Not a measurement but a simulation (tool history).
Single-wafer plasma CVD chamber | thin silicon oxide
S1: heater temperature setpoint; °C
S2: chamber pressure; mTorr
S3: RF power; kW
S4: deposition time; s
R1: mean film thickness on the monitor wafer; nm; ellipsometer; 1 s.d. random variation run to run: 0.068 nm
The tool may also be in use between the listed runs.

run	hour	S1	S2	S3	S4	R1
1	0	405	687	0.37	8.37	14.451
2	7.3	405	687	0.415	8.37	15.056
3	13.3	405	718	0.415	8.37	15.608
4	13.8	405	655	0.415	8.37	14.434
5	19.1	405	700	0.415	8.37	15.239
6	27.5	405	700	0.415	8.37	15.25
7	31.8	405	733	0.415	8.37	15.741
8	37.1	405	764	0.415	8.37	16.412
9	45	405	764	0.415	8.37	16.434
10	53.8	405	781	0.415	8.37	16.646
11	58.5	405	796	0.415	8.37	16.854

Run 12 is up next; what results do you expect?
12	59.8	405	808	0.415	8.37	?

R1: 17.11 nm
